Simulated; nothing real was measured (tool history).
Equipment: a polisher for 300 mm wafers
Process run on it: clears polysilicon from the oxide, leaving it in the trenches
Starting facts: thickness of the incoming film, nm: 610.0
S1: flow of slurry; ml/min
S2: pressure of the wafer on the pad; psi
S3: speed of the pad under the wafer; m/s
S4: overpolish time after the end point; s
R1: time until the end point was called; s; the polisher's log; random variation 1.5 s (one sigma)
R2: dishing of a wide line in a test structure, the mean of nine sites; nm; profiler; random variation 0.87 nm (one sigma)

| run | day | S1 | S2 | S3 | S4 | R1 | R2 |
|---|---|---|---|---|---|---|---|
| 1 | 0 | 220 | 2.3 | 0.84 | 16 | 64.437 | 40.421 |
| 2 | 0.321 | 220 | 2.2 | 0.84 | 16 | 67.988 | 39.736 |
| 3 | 0.529 | 220 | 2.1 | 0.84 | 16 | 71.874 | 37.991 |
| 4 | 0.688 | 220 | 2.1 | 0.84 | 11 | 73.143 | 36.35 |
| 5 | 0.738 | 220 | 2.1 | 0.94 | 11 | 63.034 | 36.562 |
| 6 | 1.058 | 220 | 2 | 0.94 | 12 | 67.12 | 38.993 |
| 7 | 1.308 | 220 | 1.9 | 0.94 | 12 | 71.54 | 37.501 |
| 8 | 1.471 | 220 | 1.8 | 0.94 | 12 | 74.302 | 36.35 |
| 9 | 1.692 | 220 | 1.8 | 0.94 | 12 | 76.044 | 36.759 |
| 10 | 1.812 | 220 | 1.7 | 0.94 | 13 | 76.74 | 37.624 |

Predict the results of run 11:
| 11 | 2.079 | 220 | 1.6 | 0.94 | 13 | ? | ? |

{"run 11": {"R1": 85.201, "R2": 37.843}}
